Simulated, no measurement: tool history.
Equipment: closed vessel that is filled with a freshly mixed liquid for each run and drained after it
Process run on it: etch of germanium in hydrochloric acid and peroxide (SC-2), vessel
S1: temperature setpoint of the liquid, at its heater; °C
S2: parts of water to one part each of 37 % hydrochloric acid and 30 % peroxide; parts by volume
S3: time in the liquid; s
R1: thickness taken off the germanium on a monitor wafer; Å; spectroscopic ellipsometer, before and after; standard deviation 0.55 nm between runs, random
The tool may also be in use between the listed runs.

Run 1, hour 0: S1 64 °C, S2 7 parts by volume, S3 105 s. Result: R1 2098.1 Å.
Run 2, hour 8: S1 64 °C, S2 5 parts by volume, S3 105 s. Result: R1 2117.6 Å.
Run 3, hour 9.7: S1 60.5 °C, S2 5 parts by volume, S3 105 s. Result: R1 1923.1 Å.
Run 4, hour 15.8: S1 60.5 °C, S2 5 parts by volume, S3 110 s. Result: R1 2015.6 Å.
Run 5, hour 22.9: S1 60.5 °C, S2 4 parts by volume, S3 110 s. Result: R1 2010.8 Å.
Run 6, hour 30: S1 58 °C, S2 4 parts by volume, S3 110 s. Result: R1 1875.9 Å.
Run 7, hour 38.2: S1 50.5 °C, S2 4 parts by volume, S3 110 s. Result: R1 1466.4 Å.
Run 8, hour 42.7: S1 51 °C, S2 4 parts by volume, S3 110 s. Result: R1 1494.6 Å.

The next listed run, before its measurement:
Run 9, hour 50.9: S1 51.5 °C, S2 4 parts by volume, S3 110 s. Result: R1 ?.

For run 9 the tool returned R1 1511.9 Å.
